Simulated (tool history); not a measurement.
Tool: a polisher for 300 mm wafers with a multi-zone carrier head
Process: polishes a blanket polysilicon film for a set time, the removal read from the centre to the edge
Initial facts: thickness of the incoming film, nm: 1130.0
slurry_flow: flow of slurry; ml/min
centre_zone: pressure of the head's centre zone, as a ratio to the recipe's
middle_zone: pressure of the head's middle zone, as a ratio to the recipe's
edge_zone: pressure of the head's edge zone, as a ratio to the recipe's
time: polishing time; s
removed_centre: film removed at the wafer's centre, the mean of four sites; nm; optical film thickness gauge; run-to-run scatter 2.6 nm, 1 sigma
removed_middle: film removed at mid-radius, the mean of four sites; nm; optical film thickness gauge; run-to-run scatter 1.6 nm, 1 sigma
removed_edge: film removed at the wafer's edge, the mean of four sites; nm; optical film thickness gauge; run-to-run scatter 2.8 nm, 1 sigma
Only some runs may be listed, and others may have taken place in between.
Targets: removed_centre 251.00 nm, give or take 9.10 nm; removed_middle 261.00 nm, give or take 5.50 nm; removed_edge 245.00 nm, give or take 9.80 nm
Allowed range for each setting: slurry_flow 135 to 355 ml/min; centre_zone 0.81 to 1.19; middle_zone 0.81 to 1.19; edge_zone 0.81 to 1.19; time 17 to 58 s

{"run": 1, "hour": 0.0, "slurry_flow": 225, "centre_zone": 1.0, "middle_zone": 1.0, "edge_zone": 1.0, "time": 37, "removed_centre": 309.52, "removed_middle": 284.76, "removed_edge": 280.7}
{"run": 2, "hour": 2.8, "slurry_flow": 260, "centre_zone": 1.0, "middle_zone": 1.0, "edge_zone": 1.0, "time": 37, "removed_centre": 316.93, "removed_middle": 289.0, "removed_edge": 286.36}
{"run": 3, "hour": 7.5, "slurry_flow": 210, "centre_zone": 1.0, "middle_zone": 1.0, "edge_zone": 1.0, "time": 37, "removed_centre": 309.99, "removed_middle": 282.07, "removed_edge": 284.38}
{"run": 4, "hour": 9.4, "slurry_flow": 210, "centre_zone": 1.0, "middle_zone": 1.04, "edge_zone": 1.0, "time": 37, "removed_centre": 307.81, "removed_middle": 290.55, "removed_edge": 287.93}
{"run": 5, "hour": 12.7, "slurry_flow": 210, "centre_zone": 1.0, "middle_zone": 1.04, "edge_zone": 1.0, "time": 41, "removed_centre": 339.82, "removed_middle": 323.93, "removed_edge": 308.44}
{"run": 6, "hour": 16.8, "slurry_flow": 210, "centre_zone": 1.05, "middle_zone": 1.04, "edge_zone": 1.0, "time": 41, "removed_centre": 356.95, "removed_middle": 324.12, "removed_edge": 312.91}
{"run": 7, "hour": 23.5, "slurry_flow": 205, "centre_zone": 0.99, "middle_zone": 1.02, "edge_zone": 0.96, "time": 39, "removed_centre": 320.59, "removed_middle": 304.24, "removed_edge": 293.22}
{"run": 8, "hour": 29.1, "slurry_flow": 180, "centre_zone": 0.89, "middle_zone": 0.98, "edge_zone": 0.86, "time": 33, "removed_centre": 247.64, "removed_middle": 243.44, "removed_edge": 236.3}
{"run": 9, "hour": 35.7, "slurry_flow": 195, "centre_zone": 0.89, "middle_zone": 0.99, "edge_zone": 0.87, "time": 33, "removed_centre": 249.68, "removed_middle": 246.75, "removed_edge": 238.15}
{"run": 10, "hour": 41.7, "slurry_flow": 205, "centre_zone": 0.89, "middle_zone": 1.0, "edge_zone": 0.88, "time": 33, "removed_centre": 252.46, "removed_middle": 253.17, "removed_edge": 242.61}
{"run": 11, "hour": 49.9, "slurry_flow": 210, "centre_zone": 0.88, "middle_zone": 1.0, "edge_zone": 0.88, "time": 33, "removed_centre": 248.97, "removed_middle": 252.19, "removed_edge": 245.21}
{"hour": 56.7, "done": "centre zone pressure recalibrated"}
{"run": 12, "hour": 56.7, "slurry_flow": 215, "centre_zone": 0.88, "middle_zone": 1.01, "edge_zone": 0.87, "time": 33, "removed_centre": 227.7, "removed_middle": 255.71, "removed_edge": 244.02}

Exercise: of the 5 proposed moves below, exactly one satisfies all targets within the stated allowed misses. Which move is it?
{"run": "A", "hour": 63.5, "slurry_flow": 230, "centre_zone": 0.99, "middle_zone": 1.08, "edge_zone": 0.83, "time": 30, "removed_centre": "?", "removed_middle": "?", "removed_edge": "?"}
{"run": "B", "hour": 63.5, "slurry_flow": 140, "centre_zone": 0.95, "middle_zone": 1.0, "edge_zone": 0.83, "time": 35, "removed_centre": "?", "removed_middle": "?", "removed_edge": "?"}
{"run": "C", "hour": 63.5, "slurry_flow": 245, "centre_zone": 0.9, "middle_zone": 1.08, "edge_zone": 0.87, "time": 33, "removed_centre": "?", "removed_middle": "?", "removed_edge": "?"}
{"run": "D", "hour": 63.5, "slurry_flow": 175, "centre_zone": 0.99, "middle_zone": 0.88, "edge_zone": 0.91, "time": 37, "removed_centre": "?", "removed_middle": "?", "removed_edge": "?"}
{"run": "E", "hour": 63.5, "slurry_flow": 230, "centre_zone": 0.97, "middle_zone": 1.15, "edge_zone": 0.82, "time": 30, "removed_centre": "?", "removed_middle": "?", "removed_edge": "?"}

move=A removed_centre=228.08 removed_middle=247.53 removed_edge=215.51
move=B removed_centre=245.76 removed_middle=260.16 removed_edge=244.52
move=C removed_centre=232.60 removed_middle=273.70 removed_edge=241.96
move=D removed_centre=274.28 removed_middle=251.53 removed_edge=271.18
move=E removed_centre=224.24 removed_middle=261.26 removed_edge=214.40
A: the biggest miss grows against the last run
B: all results in spec
C: gains on the last run, yet a result remains outside its allowed miss
D: takes the biggest miss from the last run beyond its target
E: the biggest miss grows against the last run
Move B is the one to make.

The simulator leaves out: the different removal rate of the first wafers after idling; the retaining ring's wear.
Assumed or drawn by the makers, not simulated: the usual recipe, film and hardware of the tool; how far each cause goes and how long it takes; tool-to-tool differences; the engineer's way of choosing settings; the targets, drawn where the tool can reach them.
